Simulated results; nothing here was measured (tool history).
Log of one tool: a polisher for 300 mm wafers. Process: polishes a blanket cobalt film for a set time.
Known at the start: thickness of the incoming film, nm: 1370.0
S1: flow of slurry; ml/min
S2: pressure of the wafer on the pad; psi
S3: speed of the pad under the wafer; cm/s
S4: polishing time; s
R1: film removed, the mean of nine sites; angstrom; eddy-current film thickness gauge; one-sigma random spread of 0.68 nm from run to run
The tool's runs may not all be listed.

run 1 hour=0 | S1=285 S2=1.2 S3=112 S4=22 | R1=620.08
run 2 hour=8.1 | S1=285 S2=1.3 S3=112 S4=22 | R1=677.94
run 3 hour=11.1 | S1=285 S2=1.3 S3=112 S4=22 | R1=666.78
run 4 hour=19 | S1=220 S2=1.3 S3=112 S4=22 | R1=672.23
run 5 hour=24.8 | S1=265 S2=1.3 S3=112 S4=22 | R1=669.59
run 6 hour=29.2 | S1=265 S2=1.3 S3=84 S4=22 | R1=547.89
run 7 hour=32.9 | S1=270 S2=1.6 S3=86 S4=22 | R1=678.55
run 8 hour=37 | S1=270 S2=1.7 S3=86 S4=22 | R1=716.73

For run 9, what comes out?
run 9 hour=39.6 | S1=270 S2=1.7 S3=86 S4=22 | R1=?

Run 9 produced R1 722.69 angstrom.
